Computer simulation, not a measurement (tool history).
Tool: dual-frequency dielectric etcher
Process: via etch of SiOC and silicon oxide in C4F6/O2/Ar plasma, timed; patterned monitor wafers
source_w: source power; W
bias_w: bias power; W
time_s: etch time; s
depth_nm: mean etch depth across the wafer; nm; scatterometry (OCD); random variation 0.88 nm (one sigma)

run,day,source_w,bias_w,time_s,depth_nm
1,0,400,183,125.5,150.87
2,0.079,400,200,125.5,153.66
3,0.117,360,200,125.5,149.18
4,0.438,360,200,131,157.36
5,0.496,330,186,130,146.62
6,0.842,330,214,130,154.49
7,0.95,310,202,129,147.2

Forecast run 8:
8,1.117,290,194,128.5,?

{"run 8": {"depth_nm": 140.85}}

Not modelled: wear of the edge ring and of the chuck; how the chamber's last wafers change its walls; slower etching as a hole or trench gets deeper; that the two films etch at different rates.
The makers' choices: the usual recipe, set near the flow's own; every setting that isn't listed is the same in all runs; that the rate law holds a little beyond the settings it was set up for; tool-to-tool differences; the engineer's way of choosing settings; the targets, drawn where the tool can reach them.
